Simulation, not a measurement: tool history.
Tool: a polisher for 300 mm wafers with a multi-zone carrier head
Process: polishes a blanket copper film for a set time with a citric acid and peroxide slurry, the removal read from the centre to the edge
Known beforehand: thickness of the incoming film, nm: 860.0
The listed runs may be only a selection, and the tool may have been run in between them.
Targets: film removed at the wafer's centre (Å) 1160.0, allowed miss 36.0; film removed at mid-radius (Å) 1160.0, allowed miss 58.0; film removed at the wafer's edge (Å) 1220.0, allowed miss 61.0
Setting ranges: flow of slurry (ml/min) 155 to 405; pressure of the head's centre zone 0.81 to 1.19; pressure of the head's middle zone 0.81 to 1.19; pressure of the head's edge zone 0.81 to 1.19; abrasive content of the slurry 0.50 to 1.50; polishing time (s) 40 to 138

run  hour  flow of slurry (ml/min)  pressure of the head's centre zone  pressure of the head's middle zone  pressure of the head's edge zone  abrasive content of the slurry  polishing time (s)  film removed at the wafer's centre (Å)  film removed at mid-radius (Å)  film removed at the wafer's edge (Å)
  1   0.0                      260                                1.00                                1.00                              1.00                            1.00                  88                                  2048.6                          1950.3                                2019.7
  2   3.3                      260                                1.04                                1.00                              1.00                            1.00                  88                                  2082.5                          1953.8                                2017.4
  3   8.7                      260                                1.01                                1.00                              1.00                            1.00                  88                                  2028.7                          1940.9                                2018.5
  4  16.4                      260                                1.01                                1.00                              0.96                            1.00                  88                                  2041.7                          1969.1                                2033.9
  5  24.6                      255                                0.99                                1.00                              0.96                            0.90                  78                                  1723.1                          1656.2                                1740.4
  6  30.3                      255                                0.99                                1.00                              0.96                            1.10                  78                                  1819.0                          1791.2                                1786.7
  7  32.4                      260                                0.93                                1.02                              0.86                            0.85                  53                                  1136.5                          1141.3                                1114.4
  8  34.8                      260                                0.93                                1.01                              0.89                            0.85                  53                                  1141.3                          1170.5                                1134.9
  9  40.7                      255                                0.93                                0.99                              0.91                            0.85                  53                                  1134.1                          1125.3                                1146.9
 10  42.3                      255                                0.93                                0.99                              0.93                            0.85                  53                                  1107.3                          1149.1                                1151.0

5 next moves are on the table. One of them brings every result within its allowed miss. Which?
  A  43.9                      305                                0.97                                0.91                              0.86                            1.00                  55                                       ?                               ?                                     ?
  B  43.9                      225                                1.04                                1.08                              0.92                            1.20                  54                                       ?                               ?                                     ?
  C  43.9                      160                                0.95                                0.98                              0.91                            0.80                  62                                       ?                               ?                                     ?
  D  43.9                      225                                0.86                                1.01                              1.09                            0.85                  60                                       ?                               ?                                     ?
  E  43.9                      270                                0.81                                1.14                              0.99                            1.10                  52                                       ?                               ?                                     ?

move  film removed at the wafer's centre (Å)  film removed at mid-radius (Å)  film removed at the wafer's edge (Å)
   A                                  1286.7                          1150.4                                1230.3
   B                                  1299.9                          1282.0                                1235.7
   C                                  1188.8                          1167.0                                1245.9
   D                                  1184.1                          1265.9                                1395.5
   E                                  1069.1                          1315.1                                1237.1
A: carries the result that was furthest off beyond its target, to the other side
B: carries the result that was furthest off beyond its target, to the other side
C: all results in spec
D: corrects the largest miss of the last run, while another result sits out of spec
E: its largest miss is bigger than the last run's
The move that meets every target is C.
